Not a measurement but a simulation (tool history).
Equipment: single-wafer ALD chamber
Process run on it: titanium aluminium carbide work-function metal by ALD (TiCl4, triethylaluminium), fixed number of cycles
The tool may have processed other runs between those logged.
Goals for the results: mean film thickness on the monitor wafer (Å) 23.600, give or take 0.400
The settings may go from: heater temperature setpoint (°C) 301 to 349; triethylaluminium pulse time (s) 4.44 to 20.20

run  hour  heater temperature setpoint (°C)  triethylaluminium pulse time (s)  mean film thickness on the monitor wafer (Å)
  1   0.0                               325                             12.32                                        21.019
  2   5.7                               329                             12.32                                        21.153
  3   8.7                               335                             12.32                                        21.784
  4  15.7                               337                             12.83                                        21.997
  5  20.2                               337                              9.51                                        20.811
  6  26.1                               338                             10.16                                        20.980
  7  29.5                               339                             10.79                                        21.618
  8  34.4                               340                             11.14                                        21.919

Next run, 5 choices. One meets every target within its allowed miss, the rest don't. Which?
  A  39.3                               326                             12.67                                             ?
  B  39.3                               336                              8.92                                             ?
  C  39.3                               345                             14.84                                             ?
  D  39.3                               335                              9.72                                             ?
  E  39.3                               333                             10.22                                             ?

move  mean film thickness on the monitor wafer (Å)
   A                                        20.948
   B                                        20.076
   C                                        23.290
   D                                        20.523
   E                                        20.627
A: further off than the last run
B: further off than the last run
C: hits every target within its allowed miss
D: further off than the last run
E: further off than the last run
C meets every target.
